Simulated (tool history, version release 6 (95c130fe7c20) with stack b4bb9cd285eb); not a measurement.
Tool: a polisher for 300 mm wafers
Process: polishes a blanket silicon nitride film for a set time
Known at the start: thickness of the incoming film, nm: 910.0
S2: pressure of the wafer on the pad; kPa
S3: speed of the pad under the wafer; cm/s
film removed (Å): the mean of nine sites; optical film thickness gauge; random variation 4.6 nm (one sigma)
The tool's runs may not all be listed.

run 1 hour=0.0 | flow_of_slurry_(ml/min)=185 S2=31.0 S3=142 polishing_time_(s)=122 | film_removed_(Å)=4332.3
run 2 hour=1.8 | flow_of_slurry_(ml/min)=195 S2=34.5 S3=142 polishing_time_(s)=122 | film_removed_(Å)=4714.4
run 3 hour=6.7 | flow_of_slurry_(ml/min)=235 S2=34.5 S3=142 polishing_time_(s)=122 | film_removed_(Å)=4829.5
run 4 hour=14.0 | flow_of_slurry_(ml/min)=235 S2=34.5 S3=142 polishing_time_(s)=122 | film_removed_(Å)=4928.4
run 5 hour=14.8 | flow_of_slurry_(ml/min)=240 S2=37.2 S3=142 polishing_time_(s)=122 | film_removed_(Å)=5241.2
run 6 hour=21.5 | flow_of_slurry_(ml/min)=240 S2=37.2 S3=118 polishing_time_(s)=122 | film_removed_(Å)=4483.6
run 7 hour=29.0 | flow_of_slurry_(ml/min)=240 S2=40.7 S3=120 polishing_time_(s)=122 | film_removed_(Å)=4884.5

Run 8 comes next. What will it give?
run 8 hour=37.3 | flow_of_slurry_(ml/min)=245 S2=43.4 S3=124 polishing_time_(s)=122 | film_removed_(Å)=?

Run 8 gave film removed (Å) 5249.0.
